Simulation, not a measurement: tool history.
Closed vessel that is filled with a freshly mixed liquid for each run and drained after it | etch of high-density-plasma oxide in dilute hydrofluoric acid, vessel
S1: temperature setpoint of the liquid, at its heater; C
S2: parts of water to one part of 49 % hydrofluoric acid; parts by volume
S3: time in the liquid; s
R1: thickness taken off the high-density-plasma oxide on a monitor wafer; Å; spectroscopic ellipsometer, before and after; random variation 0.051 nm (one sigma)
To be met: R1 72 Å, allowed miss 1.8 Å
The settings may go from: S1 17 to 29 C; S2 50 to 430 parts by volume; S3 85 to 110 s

run  hour    S1   S2   S3      R1
  1     0    21  240  110   23.84
  2   0.9  23.5  190  110  34.568
  3   6.6    27  190  110  39.172
  4   9.7    27  190  110  39.113
  5    19  27.5  160  110  49.444
  6  24.8    28  145  110  56.553
  7  30.2  28.5  135  110  62.351
  8    38  28.5  130  110  65.155
  9  41.1  28.5  125  110  68.834
 10  47.3  28.5  125  110  67.913

Which of these 4 next moves meets every target?
  A  53.5  28.5  120  110   ?
  B  53.5  26.5  120  110   ?
  C  53.5    26  105  110   ?
  D  53.5    28  100   85   ?

move      R1
   A  71.339
   B   66.15
   C  75.587
   D   66.67
A: meets every target
B: further off than the last run
C: takes the result that was furthest off past its target
D: further off than the last run
Move A is the one to make.
